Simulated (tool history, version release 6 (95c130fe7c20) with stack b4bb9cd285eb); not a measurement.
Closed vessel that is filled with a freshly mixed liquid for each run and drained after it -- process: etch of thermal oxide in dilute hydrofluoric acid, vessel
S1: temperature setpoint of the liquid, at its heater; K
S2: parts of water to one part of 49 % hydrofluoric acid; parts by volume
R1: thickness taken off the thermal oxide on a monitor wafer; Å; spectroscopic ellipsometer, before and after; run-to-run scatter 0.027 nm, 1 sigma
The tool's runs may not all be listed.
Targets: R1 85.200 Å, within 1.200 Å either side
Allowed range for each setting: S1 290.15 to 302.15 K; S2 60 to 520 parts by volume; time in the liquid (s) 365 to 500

{"run": 1, "hour": 0.0, "S1": 294.15, "S2": 290, "time in the liquid (s)": 500, "R1": 52.079}
{"run": 2, "hour": 7.5, "S1": 296.15, "S2": 275, "time in the liquid (s)": 500, "R1": 59.879}
{"run": 3, "hour": 15.3, "S1": 297.65, "S2": 265, "time in the liquid (s)": 500, "R1": 66.531}
{"run": 4, "hour": 22.8, "S1": 298.65, "S2": 260, "time in the liquid (s)": 500, "R1": 70.244}
{"run": 5, "hour": 25.8, "S1": 298.65, "S2": 260, "time in the liquid (s)": 500, "R1": 70.589}
{"run": 6, "hour": 28.6, "S1": 297.15, "S2": 260, "time in the liquid (s)": 500, "R1": 66.321}
{"run": 7, "hour": 32.8, "S1": 298.65, "S2": 255, "time in the liquid (s)": 500, "R1": 72.34}
{"run": 8, "hour": 40.9, "S1": 299.65, "S2": 255, "time in the liquid (s)": 500, "R1": 74.68}
{"run": 9, "hour": 48.6, "S1": 299.65, "S2": 255, "time in the liquid (s)": 500, "R1": 74.527}

Exactly one of the 4 candidate moves below puts every result within its allowed miss. Which one?
{"run": "A", "hour": 56.3, "S1": 297.15, "S2": 205, "time in the liquid (s)": 365, "R1": "?"}
{"run": "B", "hour": 56.3, "S1": 298.15, "S2": 285, "time in the liquid (s)": 500, "R1": "?"}
{"run": "C", "hour": 56.3, "S1": 302.15, "S2": 245, "time in the liquid (s)": 500, "R1": "?"}
{"run": "D", "hour": 56.3, "S1": 300.65, "S2": 250, "time in the liquid (s)": 420, "R1": "?"}

move=A R1=65.216
move=B R1=61.293
move=C R1=85.339
move=D R1=66.376
A: misses by more than the last run did
B: misses by more than the last run did
C: every result within its allowed miss
D: misses by more than the last run did
So the answer is move C, the one that meets all the targets.
